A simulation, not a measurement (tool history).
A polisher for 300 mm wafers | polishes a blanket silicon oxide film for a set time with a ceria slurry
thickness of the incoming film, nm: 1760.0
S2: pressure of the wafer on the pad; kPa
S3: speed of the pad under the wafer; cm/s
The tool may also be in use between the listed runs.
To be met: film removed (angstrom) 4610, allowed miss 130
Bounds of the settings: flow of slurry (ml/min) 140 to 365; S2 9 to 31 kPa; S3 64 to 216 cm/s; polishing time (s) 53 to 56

run 1 day=0 | flow_of_slurry_(ml/min)=235 S2=20 S3=140 polishing_time_(s)=53 | film_removed_(angstrom)=2990
run 2 day=0.308 | flow_of_slurry_(ml/min)=185 S2=20 S3=140 polishing_time_(s)=53 | film_removed_(angstrom)=2957
run 3 day=0.525 | flow_of_slurry_(ml/min)=145 S2=20 S3=140 polishing_time_(s)=53 | film_removed_(angstrom)=2869.3
run 4 day=0.646 | flow_of_slurry_(ml/min)=145 S2=20 S3=106 polishing_time_(s)=53 | film_removed_(angstrom)=2479.5
run 5 day=1.017 | flow_of_slurry_(ml/min)=145 S2=22.8 S3=110 polishing_time_(s)=53 | film_removed_(angstrom)=2761.4
run 6 day=1.254 | flow_of_slurry_(ml/min)=145 S2=24.8 S3=120 polishing_time_(s)=53 | film_removed_(angstrom)=3143.5
run 7 day=1.371 | flow_of_slurry_(ml/min)=150 S2=26.9 S3=128 polishing_time_(s)=53 | film_removed_(angstrom)=3534.7
run 8 day=1.667 | flow_of_slurry_(ml/min)=150 S2=28.3 S3=134 polishing_time_(s)=53 | film_removed_(angstrom)=3774.7
run 9 day=1.929 | flow_of_slurry_(ml/min)=150 S2=29 S3=140 polishing_time_(s)=53 | film_removed_(angstrom)=3913.4
run 10 day=2.012 | flow_of_slurry_(ml/min)=175 S2=31 S3=154 polishing_time_(s)=53 | film_removed_(angstrom)=4434.1

Which of these 4 next moves meets every target?
run A day=2.096 | flow_of_slurry_(ml/min)=140 S2=24.1 S3=200 polishing_time_(s)=54 | film_removed_(angstrom)=?
run B day=2.096 | flow_of_slurry_(ml/min)=160 S2=30.3 S3=150 polishing_time_(s)=53 | film_removed_(angstrom)=?
run C day=2.096 | flow_of_slurry_(ml/min)=185 S2=31 S3=152 polishing_time_(s)=55 | film_removed_(angstrom)=?
run D day=2.096 | flow_of_slurry_(ml/min)=140 S2=31 S3=130 polishing_time_(s)=56 | film_removed_(angstrom)=?

move=A film_removed_(angstrom)=4304.3
move=B film_removed_(angstrom)=4270.6
move=C film_removed_(angstrom)=4599.6
move=D film_removed_(angstrom)=4181.6
A: further off than the last run
B: further off than the last run
C: meets every target
D: further off than the last run
The right move is C.
